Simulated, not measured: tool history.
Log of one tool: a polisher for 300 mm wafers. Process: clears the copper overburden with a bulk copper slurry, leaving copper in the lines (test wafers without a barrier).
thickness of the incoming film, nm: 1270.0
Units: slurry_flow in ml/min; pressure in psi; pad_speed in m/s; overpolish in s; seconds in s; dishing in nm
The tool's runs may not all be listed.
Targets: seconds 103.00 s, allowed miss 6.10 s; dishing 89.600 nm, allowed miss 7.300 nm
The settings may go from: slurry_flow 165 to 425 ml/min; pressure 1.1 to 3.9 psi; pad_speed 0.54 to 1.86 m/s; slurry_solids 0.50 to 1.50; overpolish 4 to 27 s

{"run": 1, "hour": 0.0, "slurry_flow": 275, "pressure": 2.5, "pad_speed": 1.18, "slurry_solids": 1.0, "overpolish": 14, "seconds": 147.61, "dishing": 65.536}
{"run": 2, "hour": 6.3, "slurry_flow": 275, "pressure": 2.6, "pad_speed": 1.18, "slurry_solids": 1.0, "overpolish": 14, "seconds": 148.89, "dishing": 67.392}
{"run": 3, "hour": 15.1, "slurry_flow": 275, "pressure": 2.6, "pad_speed": 1.18, "slurry_solids": 0.8, "overpolish": 14, "seconds": 148.9, "dishing": 62.848}
{"run": 4, "hour": 18.0, "slurry_flow": 275, "pressure": 2.7, "pad_speed": 1.18, "slurry_solids": 0.8, "overpolish": 14, "seconds": 146.14, "dishing": 67.126}
{"run": 5, "hour": 26.3, "slurry_flow": 275, "pressure": 2.7, "pad_speed": 1.18, "slurry_solids": 0.95, "overpolish": 14, "seconds": 143.32, "dishing": 64.298}
{"run": 6, "hour": 27.5, "slurry_flow": 275, "pressure": 2.8, "pad_speed": 1.2, "slurry_solids": 0.95, "overpolish": 15, "seconds": 137.07, "dishing": 72.227}
{"run": 7, "hour": 31.0, "slurry_flow": 275, "pressure": 2.9, "pad_speed": 1.2, "slurry_solids": 0.95, "overpolish": 15, "seconds": 133.24, "dishing": 75.964}
{"run": 8, "hour": 35.5, "slurry_flow": 275, "pressure": 3.0, "pad_speed": 1.2, "slurry_solids": 0.95, "overpolish": 15, "seconds": 127.23, "dishing": 73.695}
{"run": 9, "hour": 41.1, "slurry_flow": 275, "pressure": 3.1, "pad_speed": 1.2, "slurry_solids": 0.95, "overpolish": 15, "seconds": 119.59, "dishing": 76.409}
{"run": 10, "hour": 47.5, "slurry_flow": 275, "pressure": 3.2, "pad_speed": 1.2, "slurry_solids": 0.95, "overpolish": 15, "seconds": 114.41, "dishing": 78.2}

4 next moves are on the table. One of them brings every result within its allowed miss. Which?
{"run": "A", "hour": 53.9, "slurry_flow": 285, "pressure": 2.7, "pad_speed": 1.32, "slurry_solids": 0.95, "overpolish": 13, "seconds": "?", "dishing": "?"}
{"run": "B", "hour": 53.9, "slurry_flow": 305, "pressure": 2.9, "pad_speed": 1.4, "slurry_solids": 1.0, "overpolish": 11, "seconds": "?", "dishing": "?"}
{"run": "C", "hour": 53.9, "slurry_flow": 280, "pressure": 3.3, "pad_speed": 1.34, "slurry_solids": 0.85, "overpolish": 17, "seconds": "?", "dishing": "?"}
{"run": "D", "hour": 53.9, "slurry_flow": 285, "pressure": 3.1, "pad_speed": 1.14, "slurry_solids": 0.95, "overpolish": 15, "seconds": "?", "dishing": "?"}

move=A seconds=124.89 dishing=67.778
move=B seconds=108.52 dishing=67.190
move=C seconds=103.30 dishing=86.472
move=D seconds=125.87 dishing=73.915
A: further off than the last run
B: brings the result that was furthest off to its target, and leaves another outside
C: meets every target
D: further off than the last run
The right move is C.
